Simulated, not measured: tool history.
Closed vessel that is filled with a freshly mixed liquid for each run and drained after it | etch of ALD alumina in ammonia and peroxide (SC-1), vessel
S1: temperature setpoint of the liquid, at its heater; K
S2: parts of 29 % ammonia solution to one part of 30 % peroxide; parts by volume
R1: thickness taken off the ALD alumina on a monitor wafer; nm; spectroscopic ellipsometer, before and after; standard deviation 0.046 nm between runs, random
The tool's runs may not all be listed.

Run 1, hour 0: S1 324.15 K, S2 0.4 parts by volume, time in the liquid (s) 180. Result: R1 5.3173 nm.
Run 2, hour 8.9: S1 325.15 K, S2 0.4 parts by volume, time in the liquid (s) 180. Result: R1 5.5269 nm.
Run 3, hour 10: S1 325.15 K, S2 0.4 parts by volume, time in the liquid (s) 140. Result: R1 4.3622 nm.
Run 4, hour 18.1: S1 328.65 K, S2 0.4 parts by volume, time in the liquid (s) 140. Result: R1 5.2187 nm.
Run 5, hour 24.8: S1 328.65 K, S2 0.35 parts by volume, time in the liquid (s) 140. Result: R1 5.1645 nm.
Run 6, hour 32.2: S1 328.65 K, S2 0.35 parts by volume, time in the liquid (s) 140. Result: R1 5.1961 nm.
Run 7, hour 39: S1 330.15 K, S2 0.35 parts by volume, time in the liquid (s) 140. Result: R1 5.5804 nm.
Run 8, hour 43.3: S1 331.15 K, S2 0.35 parts by volume, time in the liquid (s) 140. Result: R1 5.9376 nm.

Run 9 is up next; what results do you expect?
Run 9, hour 51: S1 331.65 K, S2 0.35 parts by volume, time in the liquid (s) 140. Result: R1 ?.

R1: 5.9478 nm
